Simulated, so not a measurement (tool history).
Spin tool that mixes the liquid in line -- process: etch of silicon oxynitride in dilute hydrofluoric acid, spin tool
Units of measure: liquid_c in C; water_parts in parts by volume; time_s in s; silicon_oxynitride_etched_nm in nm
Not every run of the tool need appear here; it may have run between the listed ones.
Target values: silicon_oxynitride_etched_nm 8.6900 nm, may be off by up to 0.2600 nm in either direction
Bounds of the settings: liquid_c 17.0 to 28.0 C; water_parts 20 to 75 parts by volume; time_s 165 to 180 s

{"run": 1, "hour": 0.0, "liquid_c": 20.0, "water_parts": 45, "time_s": 165, "silicon_oxynitride_etched_nm": 16.117}
{"run": 2, "hour": 8.5, "liquid_c": 17.0, "water_parts": 45, "time_s": 165, "silicon_oxynitride_etched_nm": 13.749}
{"run": 3, "hour": 13.1, "liquid_c": 17.0, "water_parts": 50, "time_s": 165, "silicon_oxynitride_etched_nm": 12.405}
{"run": 4, "hour": 15.2, "liquid_c": 17.0, "water_parts": 50, "time_s": 180, "silicon_oxynitride_etched_nm": 13.451}
{"run": 5, "hour": 22.4, "liquid_c": 17.0, "water_parts": 55, "time_s": 180, "silicon_oxynitride_etched_nm": 12.134}
{"run": 6, "hour": 28.9, "liquid_c": 17.0, "water_parts": 55, "time_s": 180, "silicon_oxynitride_etched_nm": 12.212}
{"run": 7, "hour": 29.8, "liquid_c": 17.0, "water_parts": 60, "time_s": 180, "silicon_oxynitride_etched_nm": 11.076}
{"run": 8, "hour": 35.0, "liquid_c": 17.0, "water_parts": 65, "time_s": 180, "silicon_oxynitride_etched_nm": 10.294}
{"run": 9, "hour": 41.6, "liquid_c": 17.0, "water_parts": 70, "time_s": 180, "silicon_oxynitride_etched_nm": 9.4319}

Exercise: of the 4 proposed moves below, exactly one satisfies all targets within the stated allowed misses. Which move is it?
{"run": "A", "hour": 48.2, "liquid_c": 18.0, "water_parts": 75, "time_s": 180, "silicon_oxynitride_etched_nm": "?"}
{"run": "B", "hour": 48.2, "liquid_c": 18.5, "water_parts": 75, "time_s": 175, "silicon_oxynitride_etched_nm": "?"}
{"run": "C", "hour": 48.2, "liquid_c": 18.0, "water_parts": 75, "time_s": 170, "silicon_oxynitride_etched_nm": "?"}
{"run": "D", "hour": 48.2, "liquid_c": 17.0, "water_parts": 75, "time_s": 165, "silicon_oxynitride_etched_nm": "?"}

move=A silicon_oxynitride_etched_nm=9.3200
move=B silicon_oxynitride_etched_nm=9.2919
move=C silicon_oxynitride_etched_nm=8.8022
move=D silicon_oxynitride_etched_nm=8.1216
A: nearer than the last run, and not there yet
B: nearer than the last run, and not there yet
C: each result inside its tolerance
D: moves the result that the last run missed by most past its target, out the other side
C is the move that brings every result within its allowed miss.
